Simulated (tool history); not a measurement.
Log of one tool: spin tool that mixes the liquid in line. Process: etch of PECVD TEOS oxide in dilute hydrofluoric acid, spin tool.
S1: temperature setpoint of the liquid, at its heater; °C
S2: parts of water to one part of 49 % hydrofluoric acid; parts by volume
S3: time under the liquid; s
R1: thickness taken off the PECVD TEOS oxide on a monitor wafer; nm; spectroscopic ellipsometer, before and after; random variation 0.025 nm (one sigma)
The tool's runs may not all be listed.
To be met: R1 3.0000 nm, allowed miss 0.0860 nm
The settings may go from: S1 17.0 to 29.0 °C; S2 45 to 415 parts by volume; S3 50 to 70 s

run 1 day=0.000 | S1=21.0 S2=230 S3=70 | R1=3.8980
run 2 day=0.117 | S1=21.0 S2=230 S3=70 | R1=3.8644
run 3 day=0.158 | S1=20.5 S2=230 S3=70 | R1=3.8491
run 4 day=0.350 | S1=20.5 S2=160 S3=70 | R1=5.8346
run 5 day=0.621 | S1=20.5 S2=105 S3=70 | R1=9.4183
run 6 day=0.683 | S1=20.0 S2=120 S3=70 | R1=7.9543
run 7 day=0.854 | S1=19.5 S2=135 S3=70 | R1=6.8015
run 8 day=0.950 | S1=19.0 S2=145 S3=70 | R1=6.2767
run 9 day=1.175 | S1=19.0 S2=155 S3=70 | R1=5.6808
run 10 day=1.450 | S1=19.0 S2=165 S3=70 | R1=5.2886
run 11 day=1.712 | S1=19.0 S2=170 S3=70 | R1=5.0810
run 12 day=1.850 | S1=19.0 S2=175 S3=70 | R1=4.8610
run 13 day=1.892 | S1=19.0 S2=180 S3=70 | R1=4.8027
run 14 day=1.996 | S1=19.0 S2=185 S3=70 | R1=4.6590
run 15 day=2.354 | S1=19.0 S2=190 S3=70 | R1=4.5364
run 16 day=2.696 | S1=19.0 S2=195 S3=70 | R1=4.3355
run 17 day=3.008 | S1=19.0 S2=195 S3=70 | R1=4.3602
run 18 day=3.275 | S1=19.0 S2=200 S3=70 | R1=4.2380
run 19 day=3.475 | S1=19.0 S2=205 S3=70 | R1=4.1129

5 next moves are on the table. One of them brings every result within its allowed miss. Which?
run A day=3.675 | S1=17.0 S2=220 S3=70 | R1=?
run B day=3.675 | S1=17.5 S2=240 S3=65 | R1=?
run C day=3.675 | S1=19.5 S2=170 S3=65 | R1=?
run D day=3.675 | S1=17.5 S2=285 S3=65 | R1=?
run E day=3.675 | S1=19.0 S2=145 S3=70 | R1=?

move=A R1=3.5428
move=B R1=3.0207
move=C R1=4.9271
move=D R1=2.4459
move=E R1=6.2545
A: nearer than the last run, and not there yet
B: meets every target
C: further off than the last run
D: takes the result that was furthest off past its target
E: further off than the last run
The right move is B.

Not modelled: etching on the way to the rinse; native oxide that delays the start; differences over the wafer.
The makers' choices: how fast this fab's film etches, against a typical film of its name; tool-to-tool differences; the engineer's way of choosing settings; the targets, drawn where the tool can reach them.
